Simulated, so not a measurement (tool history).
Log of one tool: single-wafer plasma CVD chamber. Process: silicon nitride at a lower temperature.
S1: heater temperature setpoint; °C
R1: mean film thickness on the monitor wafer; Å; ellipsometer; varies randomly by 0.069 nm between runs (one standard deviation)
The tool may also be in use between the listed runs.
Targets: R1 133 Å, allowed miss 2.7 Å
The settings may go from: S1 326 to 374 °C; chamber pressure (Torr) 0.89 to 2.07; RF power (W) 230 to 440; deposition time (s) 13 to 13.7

run 1 day=0 | S1=350 chamber_pressure_(Torr)=1.48 RF_power_(W)=335 deposition_time_(s)=13.7 | R1=165.43
run 2 day=0.096 | S1=359 chamber_pressure_(Torr)=1.48 RF_power_(W)=335 deposition_time_(s)=13.7 | R1=164.9
run 3 day=0.154 | S1=359 chamber_pressure_(Torr)=1.71 RF_power_(W)=335 deposition_time_(s)=13.7 | R1=170.98
run 4 day=0.517 | S1=359 chamber_pressure_(Torr)=1.89 RF_power_(W)=335 deposition_time_(s)=13.7 | R1=175.54
run 5 day=0.646 | S1=359 chamber_pressure_(Torr)=1.75 RF_power_(W)=315 deposition_time_(s)=13.6 | R1=163.27
run 6 day=0.962 | S1=359 chamber_pressure_(Torr)=1.94 RF_power_(W)=315 deposition_time_(s)=13.6 | R1=168
run 7 day=1.112 | S1=359 chamber_pressure_(Torr)=1.79 RF_power_(W)=300 deposition_time_(s)=13.6 | R1=161.29
run 8 day=1.217 | S1=359 chamber_pressure_(Torr)=1.67 RF_power_(W)=285 deposition_time_(s)=13.5 | R1=151.54
run 9 day=1.567 | S1=359 chamber_pressure_(Torr)=1.56 RF_power_(W)=280 deposition_time_(s)=13.5 | R1=146.8
run 10 day=1.654 | S1=359 chamber_pressure_(Torr)=1.47 RF_power_(W)=275 deposition_time_(s)=13.5 | R1=144.67
run 11 day=1.762 | S1=359 chamber_pressure_(Torr)=1.4 RF_power_(W)=270 deposition_time_(s)=13.5 | R1=142.25
run 12 day=1.962 | S1=359 chamber_pressure_(Torr)=1.34 RF_power_(W)=265 deposition_time_(s)=13.5 | R1=139.56
run 13 day=1.988 | S1=359 chamber_pressure_(Torr)=1.3 RF_power_(W)=260 deposition_time_(s)=13.5 | R1=136.65
run 14 day=2.108 | S1=359 chamber_pressure_(Torr)=1.3 RF_power_(W)=260 deposition_time_(s)=13.5 | R1=136.36
run 15 day=2.417 | S1=359 chamber_pressure_(Torr)=1.3 RF_power_(W)=260 deposition_time_(s)=13.5 | R1=135.94
run 16 day=2.592 | S1=359 chamber_pressure_(Torr)=1.28 RF_power_(W)=260 deposition_time_(s)=13.5 | R1=135.42

Below are 5 possible settings for the next run. Only one of them brings all results inside the allowed miss of their targets. Which is it?
run A day=2.767 | S1=362 chamber_pressure_(Torr)=1.64 RF_power_(W)=235 deposition_time_(s)=13.7 | R1=?
run B day=2.767 | S1=357 chamber_pressure_(Torr)=1.35 RF_power_(W)=240 deposition_time_(s)=13.7 | R1=?
run C day=2.767 | S1=369 chamber_pressure_(Torr)=1.13 RF_power_(W)=275 deposition_time_(s)=13.7 | R1=?
run D day=2.767 | S1=346 chamber_pressure_(Torr)=1.2 RF_power_(W)=270 deposition_time_(s)=13.7 | R1=?
run E day=2.767 | S1=355 chamber_pressure_(Torr)=1.26 RF_power_(W)=230 deposition_time_(s)=13.5 | R1=?

move=A R1=138.77
move=B R1=134.8
move=C R1=139.46
move=D R1=141.25
move=E R1=127.74
A: its largest miss is bigger than the last run's
B: each result inside its tolerance
C: its largest miss is bigger than the last run's
D: its largest miss is bigger than the last run's
E: pushes the last run's worst result past its target
Answer: B

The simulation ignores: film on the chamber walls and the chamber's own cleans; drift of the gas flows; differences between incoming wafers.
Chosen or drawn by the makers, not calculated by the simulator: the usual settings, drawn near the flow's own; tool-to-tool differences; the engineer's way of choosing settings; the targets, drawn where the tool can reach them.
